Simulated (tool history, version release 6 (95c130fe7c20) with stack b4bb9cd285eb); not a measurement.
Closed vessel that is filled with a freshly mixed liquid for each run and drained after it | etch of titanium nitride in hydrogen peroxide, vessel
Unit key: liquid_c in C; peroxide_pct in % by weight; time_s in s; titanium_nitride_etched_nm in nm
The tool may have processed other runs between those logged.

Run 1, hour 0: liquid_c 47 C, peroxide_pct 20.5 % by weight, time_s 160 s. Result: titanium_nitride_etched_nm 9.1587 nm.
Run 2, hour 7.1: liquid_c 48 C, peroxide_pct 20.5 % by weight, time_s 160 s. Result: titanium_nitride_etched_nm 9.8143 nm.
Run 3, hour 10.6: liquid_c 48 C, peroxide_pct 17 % by weight, time_s 160 s. Result: titanium_nitride_etched_nm 9.3844 nm.
Run 4, hour 17.8: liquid_c 42.5 C, peroxide_pct 17 % by weight, time_s 160 s. Result: titanium_nitride_etched_nm 6.2434 nm.
Run 5, hour 22.4: liquid_c 42.5 C, peroxide_pct 13.5 % by weight, time_s 160 s. Result: titanium_nitride_etched_nm 5.9625 nm.
Run 6, hour 28.9: liquid_c 42.5 C, peroxide_pct 12 % by weight, time_s 160 s. Result: titanium_nitride_etched_nm 5.8359 nm.

Run 7, settings as shown, results not yet in. Your forecast:
Run 7, hour 32.6: liquid_c 44 C, peroxide_pct 12 % by weight, time_s 160 s. Result: titanium_nitride_etched_nm ?.

titanium_nitride_etched_nm: 6.5005 nm
